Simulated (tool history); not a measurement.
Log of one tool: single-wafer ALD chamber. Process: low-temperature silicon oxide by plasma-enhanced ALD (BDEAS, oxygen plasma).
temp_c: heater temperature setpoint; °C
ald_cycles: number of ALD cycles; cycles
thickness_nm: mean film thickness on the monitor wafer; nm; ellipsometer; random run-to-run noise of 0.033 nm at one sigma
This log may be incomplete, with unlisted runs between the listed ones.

run,hour,temp_c,ald_cycles,thickness_nm
1,0,115,65,9.6564
2,1.7,116,64,9.5518
3,4.4,116,69,10.278
4,8.7,106,69,10.542
5,14.5,116,69,10.289
6,19.4,121,69,10.183
7,20.4,122,67,9.8407
8,23.8,123,65,9.549
9,29.1,124,64,9.3858

Estimate the outcome of run 10 from the log above:
10,36.2,124,64,?

Logged for run 10: thickness_nm 9.3875 nm.
